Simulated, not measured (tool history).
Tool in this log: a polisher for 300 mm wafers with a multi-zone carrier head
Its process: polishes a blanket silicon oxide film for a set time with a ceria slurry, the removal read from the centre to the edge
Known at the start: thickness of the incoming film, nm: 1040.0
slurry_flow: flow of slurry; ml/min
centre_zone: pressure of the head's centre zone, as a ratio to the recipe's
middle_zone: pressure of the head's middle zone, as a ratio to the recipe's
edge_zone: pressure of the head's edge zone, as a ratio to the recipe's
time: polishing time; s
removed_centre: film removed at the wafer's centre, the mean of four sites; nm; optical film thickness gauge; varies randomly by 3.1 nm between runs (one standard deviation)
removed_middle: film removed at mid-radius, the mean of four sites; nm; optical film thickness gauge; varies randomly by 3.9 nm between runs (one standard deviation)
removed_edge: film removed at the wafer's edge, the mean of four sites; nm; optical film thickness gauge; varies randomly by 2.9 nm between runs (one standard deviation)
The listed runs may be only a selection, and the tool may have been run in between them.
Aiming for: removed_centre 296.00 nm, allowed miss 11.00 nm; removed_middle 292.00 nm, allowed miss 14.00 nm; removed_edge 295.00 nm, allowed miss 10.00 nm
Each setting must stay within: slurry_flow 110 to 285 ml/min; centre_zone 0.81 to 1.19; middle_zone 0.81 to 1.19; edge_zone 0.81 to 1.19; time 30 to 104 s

| run | hour | slurry_flow | centre_zone | middle_zone | edge_zone | time | removed_centre | removed_middle | removed_edge |
|---|---|---|---|---|---|---|---|---|---|
| 1 | 0.0 | 180 | 1.00 | 1.00 | 1.00 | 67 | 372.74 | 363.97 | 363.75 |
| 2 | 2.2 | 180 | 1.00 | 1.05 | 1.00 | 67 | 374.08 | 382.26 | 361.99 |
| 3 | 9.9 | 140 | 1.00 | 1.05 | 1.00 | 67 | 356.70 | 362.68 | 359.00 |
| 4 | 18.1 | 140 | 1.00 | 1.05 | 0.92 | 67 | 367.25 | 377.75 | 340.62 |
| 5 | 25.3 | 140 | 0.98 | 1.02 | 0.92 | 65 | 349.23 | 364.57 | 333.32 |
| 6 | 32.2 | 185 | 0.98 | 1.02 | 0.92 | 65 | 356.26 | 357.87 | 338.11 |
| 7 | 38.1 | 185 | 0.97 | 1.00 | 0.91 | 63 | 345.89 | 346.16 | 336.00 |
| 8 | 45.8 | 185 | 0.97 | 0.99 | 0.90 | 61 | 335.74 | 327.72 | 312.84 |
| 9 | 54.5 | 185 | 0.96 | 0.98 | 0.90 | 60 | 323.81 | 328.21 | 311.09 |
| 10 | 61.9 | 185 | 0.95 | 0.96 | 0.90 | 59 | 312.23 | 318.63 | 307.08 |
| 11 | 70.0 | 185 | 0.95 | 0.94 | 0.90 | 59 | 312.78 | 307.91 | 305.11 |
| 12 | 74.6 | 180 | 0.95 | 0.93 | 0.90 | 59 | 314.14 | 304.64 | 306.56 |
| 13 | 78.1 | 180 | 0.94 | 0.93 | 0.90 | 59 | 309.33 | 305.12 | 308.73 |
| 14 | 85.5 | 180 | 0.94 | 0.93 | 0.89 | 59 | 309.78 | 311.24 | 310.07 |
| 15 | 92.3 | 180 | 0.94 | 0.93 | 0.89 | 59 | 305.73 | 313.84 | 303.89 |
| 16 | 94.6 | 180 | 0.94 | 0.92 | 0.89 | 59 | 305.82 | 311.01 | 304.92 |
| 17 | 99.0 | 180 | 0.94 | 0.92 | 0.89 | 59 | 310.42 | 307.96 | 308.14 |
| 18 | 106.0 | 180 | 0.94 | 0.91 | 0.89 | 59 | 312.53 | 301.55 | 301.51 |

Below are 5 possible settings for the next run. Only one of them brings all results inside the allowed miss of their targets. Which is it?
| A | 113.0 | 175 | 0.99 | 0.86 | 0.85 | 60 | ? | ? | ? |
| B | 113.0 | 195 | 0.92 | 0.95 | 0.91 | 59 | ? | ? | ? |
| C | 113.0 | 185 | 0.97 | 0.83 | 0.94 | 60 | ? | ? | ? |
| D | 113.0 | 175 | 0.87 | 0.95 | 0.90 | 61 | ? | ? | ? |
| E | 113.0 | 185 | 0.91 | 0.88 | 0.86 | 58 | ? | ? | ? |

| move | removed_centre | removed_middle | removed_edge |
|---|---|---|---|
| A | 328.88 | 296.31 | 302.34 |
| B | 304.00 | 315.13 | 307.91 |
| C | 324.05 | 290.93 | 316.77 |
| D | 293.67 | 322.55 | 314.47 |
| E | 293.81 | 292.57 | 294.76 |
A: further off than the last run
B: corrects the largest miss of the last run, while another result sits out of spec
C: further off than the last run
D: corrects the largest miss of the last run, while another result sits out of spec
E: all results in spec
E is the move that brings every result within its allowed miss.

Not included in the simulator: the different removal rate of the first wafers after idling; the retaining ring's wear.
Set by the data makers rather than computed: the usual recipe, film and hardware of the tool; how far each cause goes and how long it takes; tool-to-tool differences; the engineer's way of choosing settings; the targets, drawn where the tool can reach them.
